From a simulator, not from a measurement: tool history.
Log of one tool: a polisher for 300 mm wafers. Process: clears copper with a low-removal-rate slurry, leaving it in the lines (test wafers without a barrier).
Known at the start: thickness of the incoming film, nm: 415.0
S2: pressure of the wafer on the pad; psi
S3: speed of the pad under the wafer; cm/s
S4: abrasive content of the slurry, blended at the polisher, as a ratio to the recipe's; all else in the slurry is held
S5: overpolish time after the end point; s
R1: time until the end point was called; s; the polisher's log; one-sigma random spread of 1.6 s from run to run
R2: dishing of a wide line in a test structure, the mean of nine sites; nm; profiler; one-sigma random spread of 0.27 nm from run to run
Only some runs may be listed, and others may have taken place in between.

{"run": 1, "hour": 0.0, "flow of slurry (ml/min)": 215, "S2": 2.9, "S3": 96, "S4": 1.0, "S5": 14, "R1": 165.05, "R2": 20.638}
{"run": 2, "hour": 7.2, "flow of slurry (ml/min)": 215, "S2": 3.4, "S3": 96, "S4": 1.0, "S5": 14, "R1": 141.98, "R2": 24.37}
{"run": 3, "hour": 14.4, "flow of slurry (ml/min)": 215, "S2": 3.4, "S3": 78, "S4": 1.0, "S5": 14, "R1": 170.73, "R2": 20.587}
{"run": 4, "hour": 22.2, "flow of slurry (ml/min)": 215, "S2": 3.4, "S3": 78, "S4": 1.0, "S5": 12, "R1": 171.2, "R2": 18.257}
{"run": 5, "hour": 26.7, "flow of slurry (ml/min)": 215, "S2": 3.4, "S3": 78, "S4": 1.0, "S5": 11, "R1": 174.57, "R2": 17.023}
{"run": 6, "hour": 28.4, "flow of slurry (ml/min)": 215, "S2": 3.8, "S3": 78, "S4": 1.0, "S5": 11, "R1": 156.29, "R2": 18.124}

Run 7 has not been measured yet. What should we expect?
{"run": 7, "hour": 36.9, "flow of slurry (ml/min)": 210, "S2": 3.4, "S3": 76, "S4": 1.0, "S5": 6, "R1": "?", "R2": "?"}

{"run 7": {"R1": 175.24, "R2": 9.0296}}
